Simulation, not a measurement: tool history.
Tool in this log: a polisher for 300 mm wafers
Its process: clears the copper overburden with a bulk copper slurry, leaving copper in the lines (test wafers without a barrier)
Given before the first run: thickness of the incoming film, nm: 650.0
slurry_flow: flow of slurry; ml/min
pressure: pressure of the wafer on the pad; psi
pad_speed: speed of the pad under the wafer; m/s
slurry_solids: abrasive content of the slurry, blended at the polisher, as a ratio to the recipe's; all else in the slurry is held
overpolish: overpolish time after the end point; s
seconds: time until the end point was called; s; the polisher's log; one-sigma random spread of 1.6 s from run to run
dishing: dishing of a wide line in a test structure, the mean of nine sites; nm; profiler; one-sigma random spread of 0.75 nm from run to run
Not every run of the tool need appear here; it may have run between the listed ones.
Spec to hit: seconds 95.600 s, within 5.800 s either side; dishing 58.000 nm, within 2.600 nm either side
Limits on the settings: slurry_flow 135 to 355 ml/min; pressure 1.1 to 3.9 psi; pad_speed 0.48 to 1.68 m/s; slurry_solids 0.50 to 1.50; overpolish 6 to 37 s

run,hour,slurry_flow,pressure,pad_speed,slurry_solids,overpolish,seconds,dishing
1,0.0,225,2.5,1.08,1.00,19,78.327,70.707
2,6.5,225,2.5,1.08,0.80,19,80.500,71.140
3,10.2,225,2.4,1.08,0.80,18,80.682,66.899
4,15.1,225,2.4,1.08,0.80,24,80.571,76.189
5,19.7,225,2.2,1.10,0.80,22,83.927,71.372
6,26.8,225,2.1,1.10,0.80,20,91.087,66.751
7,29.8,225,2.1,1.10,0.80,18,91.983,62.685
8,38.5,225,2.1,1.10,0.80,17,89.269,62.533

Consider the 5 candidate settings below. Which is the only one whose results all fall within their allowed miss of target?
A,47.2,255,2.4,0.90,0.75,17,?,?
B,47.2,245,1.9,1.10,0.80,23,?,?
C,47.2,255,2.2,1.10,0.80,19,?,?
D,47.2,225,2.0,1.20,0.70,18,?,?
E,47.2,250,1.8,1.14,0.80,21,?,?

move,seconds,dishing
A,97.223,59.454
B,96.355,68.529
C,85.301,67.550
D,87.265,64.046
E,96.888,64.822
A: every result lands within tolerance
B: its largest miss is bigger than the last run's
C: its largest miss is bigger than the last run's
D: its largest miss is bigger than the last run's
E: its largest miss is bigger than the last run's
A meets every target.
